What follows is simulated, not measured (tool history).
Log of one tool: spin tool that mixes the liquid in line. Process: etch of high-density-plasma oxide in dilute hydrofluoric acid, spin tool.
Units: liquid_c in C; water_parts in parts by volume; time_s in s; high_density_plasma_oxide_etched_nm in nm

| run | day | liquid_c | water_parts | time_s | high_density_plasma_oxide_etched_nm |
|---|---|---|---|---|---|
| 1 | 0 | 22 | 275 | 270 | 3.9416 |
| 2 | 0.267 | 24 | 275 | 270 | 4.2489 |
| 3 | 0.479 | 25 | 250 | 270 | 4.9983 |
| 4 | 0.833 | 26 | 235 | 270 | 5.6809 |
| 5 | 0.95 | 26 | 235 | 270 | 5.627 |
| 6 | 1.283 | 26 | 235 | 270 | 5.5626 |
| 7 | 1.538 | 27 | 220 | 270 | 6.2373 |

Run 8 comes next. What will it give?
| 8 | 1.696 | 27.5 | 210 | 270 | ? |

{"run 8": {"high_density_plasma_oxide_etched_nm": 6.7839}}
